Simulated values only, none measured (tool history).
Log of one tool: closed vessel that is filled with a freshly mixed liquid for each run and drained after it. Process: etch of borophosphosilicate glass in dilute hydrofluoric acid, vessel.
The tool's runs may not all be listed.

run    day  temperature setpoint of the liquid (C)  parts of water to one part of 49 % hydrofluoric acid (parts by volume)  time in the liquid (s)  thickness taken off the borophosphosilicate glass on a monitor wafer (nm)
  1      0                                      25                                                                     165                      95                                                                     20.017
  2  0.029                                      25                                                                     130                      95                                                                     26.509
  3  0.246                                    22.5                                                                     145                      95                                                                     21.284
  4  0.554                                      20                                                                     145                      95                                                                     19.428
  5  0.862                                      17                                                                     145                      95                                                                     17.003
  6  1.142                                      17                                                                     145                      95                                                                     16.698
  7  1.317                                      17                                                                     150                      95                                                                     16.188
  8    1.4                                      17                                                                     150                      95                                                                     16.119
  9  1.762                                      17                                                                     155                      95                                                                     15.652

Run 10 has not been measured yet. What should we expect?
 10  1.992                                      17                                                                     160                      95                                                                          ?

thickness taken off the borophosphosilicate glass on a monitor wafer (nm): 15.317
